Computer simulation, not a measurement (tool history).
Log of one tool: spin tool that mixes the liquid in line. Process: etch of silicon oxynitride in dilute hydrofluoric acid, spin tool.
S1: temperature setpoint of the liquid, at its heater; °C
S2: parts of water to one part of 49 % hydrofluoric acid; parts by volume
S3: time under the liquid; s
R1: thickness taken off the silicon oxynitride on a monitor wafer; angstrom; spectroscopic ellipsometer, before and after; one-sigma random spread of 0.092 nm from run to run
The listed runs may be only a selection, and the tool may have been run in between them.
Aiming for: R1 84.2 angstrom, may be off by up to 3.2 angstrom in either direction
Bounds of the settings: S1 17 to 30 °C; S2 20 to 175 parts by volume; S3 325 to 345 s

run  hour    S1  S2   S3      R1
  1     0    22  95  325  61.109
  2   7.1    22  60  325  97.502
  3    16    22  25  325  247.94
  4    24    22  25  325  241.17
  5  32.4    22  25  345  257.59
  6  33.2    22  20  345  323.37
  7  34.9  20.5  35  345  173.63
  8  37.3  19.5  40  345  138.32
  9  43.9  18.5  45  345  119.67
 10  50.9    18  50  345   102.6
 11  57.7  17.5  50  345  102.15

Which of these 4 next moves meets every target?
  A  64.5    17  35  330   ?
  B  64.5    19  60  325   ?
  C  64.5    17  60  325   ?
  D  64.5  17.5  55  345   ?

move      R1
   A  137.74
   B  86.329
   C  77.986
   D  92.947
A: the biggest miss grows against the last run
B: each result inside its tolerance
C: takes the result that was furthest off past its target
D: moves toward the targets from the last run without getting all of them in spec
Correct choice: B, which meets every target
